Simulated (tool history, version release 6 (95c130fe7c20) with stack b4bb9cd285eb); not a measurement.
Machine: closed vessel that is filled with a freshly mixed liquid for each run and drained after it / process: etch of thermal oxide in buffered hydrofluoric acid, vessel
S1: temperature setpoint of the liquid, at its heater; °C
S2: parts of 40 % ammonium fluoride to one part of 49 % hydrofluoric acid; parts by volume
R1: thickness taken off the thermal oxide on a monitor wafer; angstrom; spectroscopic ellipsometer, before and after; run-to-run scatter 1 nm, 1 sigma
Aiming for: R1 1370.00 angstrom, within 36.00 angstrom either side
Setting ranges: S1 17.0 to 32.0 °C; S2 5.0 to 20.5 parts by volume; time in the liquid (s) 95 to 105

{"run": 1, "hour": 0.0, "S1": 24.0, "S2": 12.5, "time in the liquid (s)": 95, "R1": 863.69}
{"run": 2, "hour": 1.6, "S1": 27.0, "S2": 12.5, "time in the liquid (s)": 95, "R1": 1015.2}
{"run": 3, "hour": 4.3, "S1": 27.0, "S2": 12.5, "time in the liquid (s)": 105, "R1": 1119.4}
{"run": 4, "hour": 6.5, "S1": 28.0, "S2": 12.5, "time in the liquid (s)": 105, "R1": 1186.0}
{"run": 5, "hour": 10.0, "S1": 28.5, "S2": 12.5, "time in the liquid (s)": 105, "R1": 1200.3}
{"run": 6, "hour": 11.2, "S1": 28.5, "S2": 12.5, "time in the liquid (s)": 95, "R1": 1084.9}
{"run": 7, "hour": 18.5, "S1": 29.5, "S2": 12.5, "time in the liquid (s)": 95, "R1": 1144.2}
{"run": 8, "hour": 19.3, "S1": 30.0, "S2": 12.5, "time in the liquid (s)": 95, "R1": 1164.6}
{"run": 9, "hour": 20.1, "S1": 30.5, "S2": 12.5, "time in the liquid (s)": 95, "R1": 1216.6}
{"run": 10, "hour": 25.6, "S1": 31.0, "S2": 12.5, "time in the liquid (s)": 95, "R1": 1239.7}
{"run": 11, "hour": 26.5, "S1": 31.5, "S2": 12.0, "time in the liquid (s)": 95, "R1": 1309.9}

Pick the move, out of 4, that brings all results within their allowed miss; only one does.
{"run": "A", "hour": 27.4, "S1": 29.5, "S2": 12.0, "time in the liquid (s)": 95, "R1": "?"}
{"run": "B", "hour": 27.4, "S1": 32.0, "S2": 13.0, "time in the liquid (s)": 95, "R1": "?"}
{"run": "C", "hour": 27.4, "S1": 28.0, "S2": 11.5, "time in the liquid (s)": 105, "R1": "?"}
{"run": "D", "hour": 27.4, "S1": 30.5, "S2": 11.5, "time in the liquid (s)": 100, "R1": "?"}

move=A R1=1192.50
move=B R1=1256.80
move=C R1=1269.10
move=D R1=1379.00
A: the biggest miss grows against the last run
B: the biggest miss grows against the last run
C: the biggest miss grows against the last run
D: every result lands within tolerance
Move D is the one to make.
